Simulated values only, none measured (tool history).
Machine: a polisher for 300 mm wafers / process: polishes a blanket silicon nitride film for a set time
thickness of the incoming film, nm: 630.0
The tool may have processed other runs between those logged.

run,day,flow of slurry (ml/min),pressure of the wafer on the pad (psi),speed of the pad under the wafer (m/s),polishing time (s),film removed (angstrom)
1,0.000,165,4.1,0.84,112,1878.8
2,0.125,165,4.1,0.84,112,1883.1
3,0.292,130,4.1,0.84,112,1813.6
4,0.667,130,4.1,0.62,112,1426.8
5,1.017,130,4.1,0.62,112,1395.2
6,1.138,135,4.6,0.66,112,1653.5
7,1.246,140,5.0,0.70,112,1853.5
8,1.275,145,5.3,0.74,112,2055.1
9,1.500,150,5.5,0.78,112,2203.8

Run 10, settings as shown, results not yet in. Your forecast:
10,1.742,155,5.7,0.82,112,?

For run 10 the tool returned film removed (angstrom) 2390.8.

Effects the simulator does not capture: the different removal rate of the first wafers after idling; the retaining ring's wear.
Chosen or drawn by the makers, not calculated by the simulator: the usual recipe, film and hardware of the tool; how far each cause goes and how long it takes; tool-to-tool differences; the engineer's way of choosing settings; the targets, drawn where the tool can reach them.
